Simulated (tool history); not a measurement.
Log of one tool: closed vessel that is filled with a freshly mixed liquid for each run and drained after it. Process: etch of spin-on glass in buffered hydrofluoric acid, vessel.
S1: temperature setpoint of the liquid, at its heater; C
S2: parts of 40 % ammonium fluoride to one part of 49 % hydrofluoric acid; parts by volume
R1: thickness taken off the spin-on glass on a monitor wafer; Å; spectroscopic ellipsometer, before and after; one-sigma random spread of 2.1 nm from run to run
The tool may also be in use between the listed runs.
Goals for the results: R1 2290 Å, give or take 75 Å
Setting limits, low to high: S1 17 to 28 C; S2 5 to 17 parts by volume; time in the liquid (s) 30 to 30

run 1 day=0 | S1=20 S2=10.5 time_in_the_liquid_(s)=30 | R1=1171
run 2 day=0.217 | S1=20 S2=10.5 time_in_the_liquid_(s)=30 | R1=1154.9
run 3 day=0.296 | S1=22.5 S2=9.5 time_in_the_liquid_(s)=30 | R1=1479.7
run 4 day=0.675 | S1=25 S2=9.5 time_in_the_liquid_(s)=30 | R1=1668
run 5 day=0.821 | S1=25 S2=9.5 time_in_the_liquid_(s)=30 | R1=1684
run 6 day=0.883 | S1=25 S2=8 time_in_the_liquid_(s)=30 | R1=1940.6
run 7 day=1.104 | S1=26 S2=8 time_in_the_liquid_(s)=30 | R1=2088.2
run 8 day=1.483 | S1=26.5 S2=8 time_in_the_liquid_(s)=30 | R1=2103.3
run 9 day=1.629 | S1=27 S2=8 time_in_the_liquid_(s)=30 | R1=2181.3

Of the 5 settings listed for the next run, only one would bring every result within its allowed miss of target. Which one?
run A day=1.775 | S1=28 S2=8 time_in_the_liquid_(s)=30 | R1=?
run B day=1.775 | S1=27.5 S2=8.5 time_in_the_liquid_(s)=30 | R1=?
run C day=1.775 | S1=26.5 S2=8 time_in_the_liquid_(s)=30 | R1=?
run D day=1.775 | S1=28 S2=8.5 time_in_the_liquid_(s)=30 | R1=?
run E day=1.775 | S1=25.5 S2=7.5 time_in_the_liquid_(s)=30 | R1=?

move=A R1=2310.2
move=B R1=2106.7
move=C R1=2132.6
move=D R1=2163.5
move=E R1=2167.1
A: every result lands within tolerance
B: further off than the last run
C: further off than the last run
D: further off than the last run
E: further off than the last run
The right move is A.

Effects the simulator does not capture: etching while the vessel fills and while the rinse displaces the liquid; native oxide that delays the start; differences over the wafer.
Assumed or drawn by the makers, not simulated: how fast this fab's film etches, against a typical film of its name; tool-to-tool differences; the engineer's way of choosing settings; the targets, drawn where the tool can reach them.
